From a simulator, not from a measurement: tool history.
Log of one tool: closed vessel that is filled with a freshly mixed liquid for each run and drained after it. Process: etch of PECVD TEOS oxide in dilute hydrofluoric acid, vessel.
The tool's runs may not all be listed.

| run | hour | temperature setpoint of the liquid (C) | parts of water to one part of 49 % hydrofluoric acid (parts by volume) | time in the liquid (s) | thickness taken off the PECVD TEOS oxide on a monitor wafer (nm) |
|---|---|---|---|---|---|
| 1 | 0.0 | 24.0 | 195 | 100 | 12.957 |
| 2 | 8.6 | 25.0 | 180 | 100 | 14.785 |
| 3 | 15.2 | 25.0 | 180 | 100 | 14.967 |
| 4 | 17.9 | 25.0 | 210 | 100 | 12.211 |
| 5 | 20.4 | 26.0 | 195 | 100 | 14.130 |
| 6 | 25.9 | 27.0 | 180 | 100 | 16.040 |
| 7 | 30.1 | 27.5 | 170 | 100 | 17.405 |

What will run 8 give?
| 8 | 37.6 | 28.0 | 160 | 100 | ? |

{"run 8": {"thickness taken off the PECVD TEOS oxide on a monitor wafer (nm)": 19.149}}
